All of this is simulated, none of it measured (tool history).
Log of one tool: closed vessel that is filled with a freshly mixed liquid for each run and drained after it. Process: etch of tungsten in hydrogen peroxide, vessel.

run,hour,temperature setpoint of the liquid (K),concentration of hydrogen peroxide in the mixed liquid (% by weight),time in the liquid (s),thickness taken off the tungsten on a monitor wafer (Å)
1,0,319.15,19.5,30,630.64
2,9.2,319.15,19.5,30,635.03
3,16.2,316.65,19,30,530.22
4,18.1,314.65,18.5,30,465.95
5,20.5,314.65,18.5,30,458.48
6,26.3,314.65,21,30,497.62
7,31.9,313.15,20.5,30,442.21
8,37.4,311.65,20,30,398.23
9,41.6,310.65,19.5,30,365.95

Run 10 is up next; what results do you expect?
10,42.8,309.65,19,30,?

{"run 10": {"thickness taken off the tungsten on a monitor wafer (Å)": 339.1}}
